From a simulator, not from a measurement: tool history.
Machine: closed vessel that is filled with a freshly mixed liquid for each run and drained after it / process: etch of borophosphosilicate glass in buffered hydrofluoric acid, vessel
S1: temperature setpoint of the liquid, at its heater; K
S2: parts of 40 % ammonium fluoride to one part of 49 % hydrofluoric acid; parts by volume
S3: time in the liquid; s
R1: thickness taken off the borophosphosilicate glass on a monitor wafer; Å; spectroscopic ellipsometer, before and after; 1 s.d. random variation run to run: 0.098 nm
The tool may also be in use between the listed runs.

run,hour,S1,S2,S3,R1
1,0,294.15,21,30,168.81
2,7.9,294.15,17.5,30,201.67
3,12.9,294.15,12,30,289.59
4,14.2,294.15,12,30,289.26
5,20.7,293.15,12.5,30,267.09
6,27.6,292.15,13,30,240.14
7,31.2,291.65,13,30,234.12

Run 8 comes next. What will it give?
8,36.3,291.15,13,30,?

{"run 8": {"R1": 228.59}}
